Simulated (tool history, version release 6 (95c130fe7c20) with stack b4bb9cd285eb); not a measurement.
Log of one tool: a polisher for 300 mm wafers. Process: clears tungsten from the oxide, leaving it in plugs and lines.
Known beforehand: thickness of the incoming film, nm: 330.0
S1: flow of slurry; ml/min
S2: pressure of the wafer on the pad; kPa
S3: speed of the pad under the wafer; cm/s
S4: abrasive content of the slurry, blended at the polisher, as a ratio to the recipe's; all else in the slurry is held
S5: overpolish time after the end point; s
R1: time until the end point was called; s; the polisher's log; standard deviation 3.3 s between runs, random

| run | hour | S1 | S2 | S3 | S4 | S5 | R1 |
|---|---|---|---|---|---|---|---|
| 1 | 0.0 | 265 | 26.9 | 88 | 1.0 | 10 | 94.765 |
| 2 | 4.1 | 265 | 26.9 | 98 | 1.0 | 10 | 90.693 |
| 3 | 10.9 | 265 | 30.3 | 98 | 1.0 | 10 | 79.848 |
| 4 | 20.0 | 265 | 30.3 | 106 | 1.0 | 10 | 74.901 |
| 5 | 25.3 | 265 | 24.1 | 106 | 1.0 | 10 | 89.438 |
| 6 | 30.8 | 265 | 22.8 | 102 | 1.0 | 10 | 97.671 |
| 7 | 38.8 | 265 | 21.4 | 98 | 1.0 | 10 | 104.690 |
| 8 | 43.9 | 265 | 20.7 | 94 | 1.0 | 10 | 108.290 |

The next listed run, before its measurement:
| 9 | 50.9 | 265 | 20.0 | 90 | 1.0 | 10 | ? |

R1: 119.040 s
